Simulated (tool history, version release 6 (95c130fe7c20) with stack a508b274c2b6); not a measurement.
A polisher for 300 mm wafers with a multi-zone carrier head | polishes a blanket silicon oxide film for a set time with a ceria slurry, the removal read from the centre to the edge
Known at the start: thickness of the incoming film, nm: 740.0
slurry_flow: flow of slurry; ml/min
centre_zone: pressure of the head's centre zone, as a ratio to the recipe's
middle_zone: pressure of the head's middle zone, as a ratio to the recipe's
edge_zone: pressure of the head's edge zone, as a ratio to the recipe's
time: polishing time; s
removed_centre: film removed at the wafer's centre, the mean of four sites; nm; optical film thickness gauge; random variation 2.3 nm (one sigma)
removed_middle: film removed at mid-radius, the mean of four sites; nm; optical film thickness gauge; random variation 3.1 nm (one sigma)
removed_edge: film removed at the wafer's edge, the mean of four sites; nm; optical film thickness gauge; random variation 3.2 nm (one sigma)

run  hour  slurry_flow  centre_zone  middle_zone  edge_zone  time  removed_centre  removed_middle  removed_edge
  1   0.0          235         1.00         1.00       1.00    44          298.73          293.57        307.31
  2   4.3          235         1.00         1.07       1.00    44          301.18          310.35        314.90
  3  10.3          235         1.00         1.07       1.08    44          296.44          306.78        318.80
  4  16.6          235         1.00         1.07       1.17    44          295.88          302.34        334.86
  5  23.0          235         1.00         1.07       1.17    48          324.67          338.37        363.78
  6  31.5          235         1.01         1.07       1.13    45          305.91          318.10        336.92
  7  32.7          240         1.02         1.06       1.09    43          297.77          292.94        314.63
  8  39.5          250         1.00         1.12       0.99    31          210.50          230.84        219.83
  9  42.3          250         1.02         1.11       0.99    31          214.82          224.73        220.38
 10  46.9          250         1.03         1.11       0.98    31          223.27          220.28        213.69

Run 11 comes next. What will it give?
 11  52.0          250         1.03         1.11       0.98    31               ?               ?             ?

Run 11 gave removed_centre 219.57 nm, removed_middle 228.22 nm, removed_edge 221.84 nm.
